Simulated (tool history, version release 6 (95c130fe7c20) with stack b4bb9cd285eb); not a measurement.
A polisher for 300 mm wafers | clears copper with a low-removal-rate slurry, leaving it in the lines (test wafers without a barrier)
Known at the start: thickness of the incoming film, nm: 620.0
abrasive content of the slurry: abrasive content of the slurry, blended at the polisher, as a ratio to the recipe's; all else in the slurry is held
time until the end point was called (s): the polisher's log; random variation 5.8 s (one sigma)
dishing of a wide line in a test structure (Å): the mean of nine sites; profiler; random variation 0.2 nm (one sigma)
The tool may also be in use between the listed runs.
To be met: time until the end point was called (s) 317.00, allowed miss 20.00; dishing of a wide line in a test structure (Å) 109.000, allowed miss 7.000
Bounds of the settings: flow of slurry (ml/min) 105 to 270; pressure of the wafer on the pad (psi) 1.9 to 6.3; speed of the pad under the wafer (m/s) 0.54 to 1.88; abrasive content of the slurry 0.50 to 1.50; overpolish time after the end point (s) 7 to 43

run	hour	flow of slurry (ml/min)	pressure of the wafer on the pad (psi)	speed of the pad under the wafer (m/s)	abrasive content of the slurry	overpolish time after the end point (s)	time until the end point was called (s)	dishing of a wide line in a test structure (Å)
1	0.0	175	4.1	1.20	1.00	22	129.31	620.700
2	4.3	170	3.3	0.98	0.95	17	184.87	360.500
3	11.9	165	2.8	0.86	0.80	14	247.07	234.040
4	13.9	165	2.8	0.86	0.90	14	246.33	236.270
5	21.9	165	2.8	0.86	0.90	21	241.71	329.890
6	28.0	145	2.6	0.84	0.75	16	279.41	239.310
7	30.6	105	1.9	0.88	0.50	7	428.36	71.963
8	34.7	105	1.9	0.88	0.50	7	410.12	71.226
9	35.9	125	2.0	0.90	0.50	7	383.18	76.398
10	40.8	140	2.1	0.86	0.55	7	366.71	84.881
11	43.4	155	2.2	0.84	0.55	7	343.14	88.224
12	48.6	160	2.3	0.82	0.60	7	325.08	93.488
13	56.5	155	2.4	0.80	0.60	7	320.37	89.843
14	64.7	150	2.4	0.84	0.60	7	313.12	98.767
15	69.0	145	2.4	0.84	0.60	7	310.89	97.016
16	71.1	145	2.3	0.82	0.60	11	335.31	140.170
17	74.5	135	2.3	0.90	0.60	11	325.54	141.790
18	82.0	140	2.2	0.88	0.70	10	329.82	131.400
19	89.7	165	1.9	0.86	0.95	7	334.35	87.981

5 next moves are on the table. One of them brings every result within its allowed miss. Which?
A	97.4	135	2.5	0.72	1.10	9	?	?
B	97.4	165	1.9	0.82	0.95	9	?	?
C	97.4	175	1.9	0.80	0.95	9	?	?
D	97.4	135	2.1	0.80	1.20	8	?	?
E	97.4	195	2.2	0.80	0.85	9	?	?

move	time until the end point was called (s)	dishing of a wide line in a test structure (Å)
A	299.29	131.710
B	359.28	110.090
C	362.22	109.240
D	323.92	108.830
E	319.32	123.530
A: takes the result that was furthest off past its target
B: brings the result that was furthest off to its target, and leaves another outside
C: brings the result that was furthest off to its target, and leaves another outside
D: meets every target
E: takes the result that was furthest off past its target
Move D is the one to make.
